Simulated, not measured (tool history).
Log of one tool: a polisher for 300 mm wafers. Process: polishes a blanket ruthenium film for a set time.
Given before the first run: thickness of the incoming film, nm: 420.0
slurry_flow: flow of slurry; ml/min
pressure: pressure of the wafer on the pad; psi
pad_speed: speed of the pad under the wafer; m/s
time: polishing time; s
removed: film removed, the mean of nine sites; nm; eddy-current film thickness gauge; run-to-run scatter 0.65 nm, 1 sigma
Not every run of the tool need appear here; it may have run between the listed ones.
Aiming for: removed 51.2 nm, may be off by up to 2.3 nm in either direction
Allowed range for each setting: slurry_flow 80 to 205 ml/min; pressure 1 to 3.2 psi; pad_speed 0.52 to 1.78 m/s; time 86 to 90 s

{"run": 1, "hour": 0.0, "slurry_flow": 135, "pressure": 2.1, "pad_speed": 1.14, "time": 86, "removed": 95.142}
{"run": 2, "hour": 3.1, "slurry_flow": 155, "pressure": 2.1, "pad_speed": 1.14, "time": 86, "removed": 96.092}
{"run": 3, "hour": 4.8, "slurry_flow": 155, "pressure": 2.1, "pad_speed": 1.14, "time": 86, "removed": 95.737}
{"run": 4, "hour": 10.8, "slurry_flow": 155, "pressure": 1.8, "pad_speed": 1.1, "time": 86, "removed": 81.234}
{"run": 5, "hour": 14.2, "slurry_flow": 155, "pressure": 1.8, "pad_speed": 1.1, "time": 86, "removed": 83.114}
{"run": 6, "hour": 16.0, "slurry_flow": 155, "pressure": 1.8, "pad_speed": 1.34, "time": 86, "removed": 99.005}
{"run": 7, "hour": 22.3, "slurry_flow": 155, "pressure": 1.6, "pad_speed": 1.24, "time": 86, "removed": 84.615}
{"run": 8, "hour": 30.9, "slurry_flow": 155, "pressure": 1.6, "pad_speed": 1.24, "time": 86, "removed": 84.889}
{"run": 9, "hour": 35.2, "slurry_flow": 140, "pressure": 1, "pad_speed": 0.96, "time": 86, "removed": 47.336}

Which one of the following 5 next-run settings gets every result inside its allowed miss? There is exactly one.
{"run": "A", "hour": 39.5, "slurry_flow": 125, "pressure": 1.2, "pad_speed": 0.92, "time": 88, "removed": "?"}
{"run": "B", "hour": 39.5, "slurry_flow": 105, "pressure": 1.1, "pad_speed": 0.9, "time": 87, "removed": "?"}
{"run": "C", "hour": 39.5, "slurry_flow": 135, "pressure": 1, "pad_speed": 0.94, "time": 86, "removed": "?"}
{"run": "D", "hour": 39.5, "slurry_flow": 130, "pressure": 1, "pad_speed": 0.94, "time": 90, "removed": "?"}
{"run": "E", "hour": 39.5, "slurry_flow": 185, "pressure": 1.1, "pad_speed": 0.76, "time": 90, "removed": "?"}

move=A removed=50.976
move=B removed=44.902
move=C removed=45.819
move=D removed=47.615
move=E removed=43.728
A: every result within its allowed miss
B: the biggest miss grows against the last run
C: the biggest miss grows against the last run
D: an improvement on the last run, though not all results are within tolerance
E: the biggest miss grows against the last run
Answer: A

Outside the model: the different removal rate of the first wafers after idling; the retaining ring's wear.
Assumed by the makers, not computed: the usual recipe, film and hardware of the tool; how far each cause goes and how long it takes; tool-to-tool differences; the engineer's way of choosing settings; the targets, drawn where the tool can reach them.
